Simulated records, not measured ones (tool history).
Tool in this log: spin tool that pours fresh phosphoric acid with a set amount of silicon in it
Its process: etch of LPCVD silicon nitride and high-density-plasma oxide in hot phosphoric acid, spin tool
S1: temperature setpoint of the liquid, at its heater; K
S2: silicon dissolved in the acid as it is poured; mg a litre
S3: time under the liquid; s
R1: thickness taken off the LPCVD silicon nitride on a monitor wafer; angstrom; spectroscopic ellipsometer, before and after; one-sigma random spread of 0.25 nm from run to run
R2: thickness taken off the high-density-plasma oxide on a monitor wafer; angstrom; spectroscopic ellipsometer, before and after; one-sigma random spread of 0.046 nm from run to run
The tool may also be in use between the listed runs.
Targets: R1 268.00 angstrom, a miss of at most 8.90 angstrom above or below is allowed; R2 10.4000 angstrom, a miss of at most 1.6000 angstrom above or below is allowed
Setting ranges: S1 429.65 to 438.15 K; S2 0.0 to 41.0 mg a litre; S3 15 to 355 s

Run 1, hour 0.0: S1 433.15 K, S2 18.0 mg a litre, S3 180 s. Result: R1 175.29 angstrom, R2 6.8289 angstrom.
Run 2, hour 4.0: S1 433.65 K, S2 18.5 mg a litre, S3 190 s. Result: R1 186.33 angstrom, R2 6.7154 angstrom.
Run 3, hour 11.7: S1 434.15 K, S2 17.5 mg a litre, S3 200 s. Result: R1 201.81 angstrom, R2 7.8453 angstrom.
Run 4, hour 13.4: S1 434.65 K, S2 17.5 mg a litre, S3 205 s. Result: R1 212.00 angstrom, R2 8.1787 angstrom.
Run 5, hour 20.1: S1 434.65 K, S2 24.0 mg a litre, S3 205 s. Result: R1 208.76 angstrom, R2 7.3488 angstrom.
Run 6, hour 22.5: S1 435.65 K, S2 24.0 mg a litre, S3 205 s. Result: R1 214.82 angstrom, R2 6.9708 angstrom.
Run 7, hour 24.3: S1 435.65 K, S2 22.5 mg a litre, S3 210 s. Result: R1 224.81 angstrom, R2 7.9843 angstrom.
Run 8, hour 25.3: S1 436.15 K, S2 22.0 mg a litre, S3 215 s. Result: R1 233.77 angstrom, R2 9.0648 angstrom.
Run 9, hour 29.9: S1 436.15 K, S2 22.5 mg a litre, S3 220 s. Result: R1 237.11 angstrom, R2 8.9073 angstrom.
Run 10, hour 36.0: S1 436.15 K, S2 22.5 mg a litre, S3 225 s. Result: R1 248.32 angstrom, R2 9.0224 angstrom.
Run 11, hour 42.7: S1 437.15 K, S2 22.0 mg a litre, S3 230 s. Result: R1 254.15 angstrom, R2 9.6956 angstrom.

Which of these 4 next moves meets every target?
Run A, hour 49.4: S1 436.65 K, S2 22.0 mg a litre, S3 240 s. Result: R1 ?, R2 ?.
Run B, hour 49.4: S1 438.15 K, S2 13.0 mg a litre, S3 200 s. Result: R1 ?, R2 ?.
Run C, hour 49.4: S1 436.15 K, S2 17.5 mg a litre, S3 215 s. Result: R1 ?, R2 ?.
Run D, hour 49.4: S1 436.65 K, S2 26.5 mg a litre, S3 220 s. Result: R1 ?, R2 ?.

move      R1       R2
   A  260.23   9.6475
   B  227.89  11.4170
   C  229.28   9.4673
   D  238.54   7.6376
A: every result within its allowed miss
B: moves away from the targets compared with the last run
C: moves away from the targets compared with the last run
D: moves away from the targets compared with the last run
Move A is the one to make.
